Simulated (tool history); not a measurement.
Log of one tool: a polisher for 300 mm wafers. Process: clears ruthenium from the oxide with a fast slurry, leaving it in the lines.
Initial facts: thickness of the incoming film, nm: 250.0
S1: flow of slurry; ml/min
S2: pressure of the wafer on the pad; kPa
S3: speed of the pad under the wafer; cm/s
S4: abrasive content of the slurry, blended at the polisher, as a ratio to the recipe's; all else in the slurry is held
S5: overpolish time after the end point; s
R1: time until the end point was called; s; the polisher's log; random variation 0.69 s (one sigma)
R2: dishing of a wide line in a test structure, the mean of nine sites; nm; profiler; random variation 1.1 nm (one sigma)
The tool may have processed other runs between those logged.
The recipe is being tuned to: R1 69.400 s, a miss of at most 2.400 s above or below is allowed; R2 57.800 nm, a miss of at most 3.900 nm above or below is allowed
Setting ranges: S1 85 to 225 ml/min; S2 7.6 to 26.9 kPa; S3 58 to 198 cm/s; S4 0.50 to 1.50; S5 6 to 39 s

run  hour   S1    S2   S3    S4  S5      R1      R2
  1   0.0  145  17.2  128  1.00  20  53.455  74.531
  2   6.6  145  17.2  128  1.15  20  49.792  79.270
  3  14.1  140  15.9  128  1.15  20  52.778  71.621
  4  18.4  140  15.9  128  1.15  27  53.659  91.495
  5  23.5  135  14.5  128  1.15  26  58.295  83.140
  6  28.0  135  13.8  128  1.15  24  62.137  78.294
  7  36.6  135  13.8  128  1.15  24  61.368  74.040
  8  37.1  135  13.8  128  1.15  24  62.083  75.010
  9  44.8  135  13.1  128  1.15  23  66.404  69.784
 10  52.8  130  12.4  128  1.15  18  69.009  54.833

Exercise: of the 5 proposed moves below, exactly one satisfies all targets within the stated allowed misses. Which move is it?
  A  60.8  165  17.9   80  1.15  17   ?   ?
  B  60.8  130  13.1  118  1.25  16   ?   ?
  C  60.8  135  15.9  104  1.00  20   ?   ?
  D  60.8  145  11.7  132  1.15  23   ?   ?
  E  60.8  120  12.4  116  1.35  16   ?   ?

move      R1      R2
   A  67.794  52.200
   B  67.202  49.829
   C  69.362  59.082
   D  69.214  66.848
   E  70.602  47.660
A: lands further from the targets than the last run did
B: lands further from the targets than the last run did
C: hits every target within its allowed miss
D: takes the biggest miss from the last run beyond its target
E: lands further from the targets than the last run did
Answer: C
